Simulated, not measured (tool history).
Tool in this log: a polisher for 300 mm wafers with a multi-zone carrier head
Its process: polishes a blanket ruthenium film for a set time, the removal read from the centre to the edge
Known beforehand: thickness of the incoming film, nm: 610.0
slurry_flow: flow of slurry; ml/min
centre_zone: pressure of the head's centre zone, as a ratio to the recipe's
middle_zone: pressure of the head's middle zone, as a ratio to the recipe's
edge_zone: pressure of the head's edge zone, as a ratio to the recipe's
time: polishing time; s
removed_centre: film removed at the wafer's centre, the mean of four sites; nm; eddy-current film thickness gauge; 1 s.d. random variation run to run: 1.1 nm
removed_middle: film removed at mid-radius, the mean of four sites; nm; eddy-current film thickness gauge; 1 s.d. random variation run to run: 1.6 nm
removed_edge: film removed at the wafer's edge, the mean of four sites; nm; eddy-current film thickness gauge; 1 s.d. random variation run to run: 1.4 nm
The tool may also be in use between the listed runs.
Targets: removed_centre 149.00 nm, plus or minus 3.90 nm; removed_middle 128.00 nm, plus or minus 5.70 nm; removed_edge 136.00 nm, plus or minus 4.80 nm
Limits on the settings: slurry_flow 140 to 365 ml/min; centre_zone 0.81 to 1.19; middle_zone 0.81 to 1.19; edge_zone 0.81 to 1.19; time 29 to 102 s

run,hour,slurry_flow,centre_zone,middle_zone,edge_zone,time,removed_centre,removed_middle,removed_edge
1,0.0,235,1.00,1.00,1.00,65,108.71,107.93,104.27
2,7.1,235,1.00,1.00,1.00,81,132.46,134.02,131.34
3,15.7,245,1.01,0.99,1.01,81,137.11,134.44,132.71
4,21.2,250,1.02,0.98,1.02,81,138.54,130.73,132.45
5,29.4,250,1.02,1.02,1.02,81,139.32,135.03,135.72
6,30.0,230,1.02,1.02,1.02,81,137.09,137.80,134.43
7,32.2,240,1.03,1.01,1.02,81,137.36,138.88,132.61
8,36.6,240,1.03,1.01,1.02,81,140.12,134.61,134.03

Exercise: of the 5 proposed moves below, exactly one satisfies all targets within the stated allowed misses. Which move is it?
A,41.0,270,1.15,1.05,0.93,80,?,?,?
B,41.0,255,1.11,0.98,1.07,79,?,?,?
C,41.0,270,0.99,0.96,1.09,85,?,?,?
D,41.0,305,1.07,1.09,0.96,76,?,?,?
E,41.0,240,1.05,1.06,1.05,81,?,?,?

move,removed_centre,removed_middle,removed_edge
A,157.12,136.77,127.54
B,148.55,126.56,133.39
C,143.46,134.80,145.51
D,140.83,135.91,123.95
E,142.92,137.70,134.70
A: the result that was furthest off in the last run now lies on the other side of its target
B: hits every target within its allowed miss
C: an improvement on the last run, though not all results are within tolerance
D: lands further from the targets than the last run did
E: an improvement on the last run, though not all results are within tolerance
B meets every target.
